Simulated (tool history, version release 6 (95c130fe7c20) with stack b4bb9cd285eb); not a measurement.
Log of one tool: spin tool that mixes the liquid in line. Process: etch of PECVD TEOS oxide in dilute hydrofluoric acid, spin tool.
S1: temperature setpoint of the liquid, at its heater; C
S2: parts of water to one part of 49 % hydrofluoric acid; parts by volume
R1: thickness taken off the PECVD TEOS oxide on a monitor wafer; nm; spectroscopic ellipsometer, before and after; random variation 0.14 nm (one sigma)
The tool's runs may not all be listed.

Run 1, day 0: S1 24 C, S2 95 parts by volume, time under the liquid (s) 50. Result: R1 12.447 nm.
Run 2, day 0.292: S1 25.5 C, S2 90 parts by volume, time under the liquid (s) 50. Result: R1 13.751 nm.
Run 3, day 0.5: S1 27 C, S2 85 parts by volume, time under the liquid (s) 50. Result: R1 15.872 nm.
Run 4, day 0.55: S1 28 C, S2 85 parts by volume, time under the liquid (s) 50. Result: R1 16.451 nm.
Run 5, day 0.742: S1 28 C, S2 105 parts by volume, time under the liquid (s) 50. Result: R1 13.029 nm.
Run 6, day 1.088: S1 28 C, S2 70 parts by volume, time under the liquid (s) 50. Result: R1 20.169 nm.

Forecast run 7:
Run 7, day 1.362: S1 28.5 C, S2 70 parts by volume, time under the liquid (s) 50. Result: R1 ?.

Run 7 gave R1 20.801 nm.
